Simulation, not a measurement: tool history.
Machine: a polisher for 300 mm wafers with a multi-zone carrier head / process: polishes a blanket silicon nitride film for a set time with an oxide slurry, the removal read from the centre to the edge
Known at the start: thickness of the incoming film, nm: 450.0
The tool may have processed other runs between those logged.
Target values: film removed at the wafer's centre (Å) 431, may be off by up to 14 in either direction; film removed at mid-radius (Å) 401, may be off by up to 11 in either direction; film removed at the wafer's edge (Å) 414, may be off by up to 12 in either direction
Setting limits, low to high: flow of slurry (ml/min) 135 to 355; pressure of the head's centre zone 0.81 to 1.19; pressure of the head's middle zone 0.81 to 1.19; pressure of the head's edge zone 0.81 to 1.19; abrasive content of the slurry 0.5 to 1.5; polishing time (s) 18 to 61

| run | hour | flow of slurry (ml/min) | pressure of the head's centre zone | pressure of the head's middle zone | pressure of the head's edge zone | abrasive content of the slurry | polishing time (s) | film removed at the wafer's centre (Å) | film removed at mid-radius (Å) | film removed at the wafer's edge (Å) |
|---|---|---|---|---|---|---|---|---|---|---|
| 1 | 0 | 225 | 1 | 1 | 1 | 1 | 39 | 310.7 | 303.79 | 309.7 |
| 2 | 6.9 | 235 | 1.02 | 1.02 | 1.04 | 1.1 | 39 | 338.35 | 327.45 | 340.57 |
| 3 | 15.1 | 250 | 1.05 | 1.05 | 1.07 | 1.1 | 39 | 346.11 | 338.39 | 341.92 |
| 4 | 19.5 | 195 | 1.05 | 1.05 | 1.07 | 1.1 | 39 | 341.07 | 331.11 | 338.61 |
| 5 | 27.1 | 200 | 1.07 | 1.06 | 1.09 | 1.15 | 39 | 354.46 | 343.82 | 351.62 |
| 6 | 28.1 | 205 | 1.09 | 1.07 | 1.11 | 1.2 | 39 | 375.54 | 352.13 | 361.57 |
| 7 | 35.8 | 270 | 1.09 | 1.11 | 1.19 | 1.4 | 39 | 421.92 | 408.63 | 411.57 |
| 8 | 41.2 | 270 | 1.09 | 1.1 | 1.19 | 1.4 | 39 | 415.47 | 397.54 | 413.63 |

Below are 4 possible settings for the next run. Only one of them brings all results inside the allowed miss of their targets. Which is it?
| A | 46.6 | 265 | 1.03 | 1.11 | 1.19 | 1.4 | 39 | ? | ? | ? |
| B | 46.6 | 275 | 1.02 | 1.11 | 1.19 | 1.5 | 38 | ? | ? | ? |
| C | 46.6 | 265 | 1.03 | 1.11 | 1.19 | 1.2 | 42 | ? | ? | ? |
| D | 46.6 | 230 | 1.1 | 1.05 | 1.1 | 1.5 | 40 | ? | ? | ? |

| move | film removed at the wafer's centre (Å) | film removed at mid-radius (Å) | film removed at the wafer's edge (Å) |
|---|---|---|---|
| A | 386.61 | 400.78 | 413.93 |
| B | 385.28 | 403.23 | 416.12 |
| C | 387.24 | 401.43 | 414.6 |
| D | 429.8 | 398.28 | 415.94 |
A: misses by more than the last run did
B: misses by more than the last run did
C: misses by more than the last run did
D: all results land within tolerance of their targets
Correct choice: D, which meets every target

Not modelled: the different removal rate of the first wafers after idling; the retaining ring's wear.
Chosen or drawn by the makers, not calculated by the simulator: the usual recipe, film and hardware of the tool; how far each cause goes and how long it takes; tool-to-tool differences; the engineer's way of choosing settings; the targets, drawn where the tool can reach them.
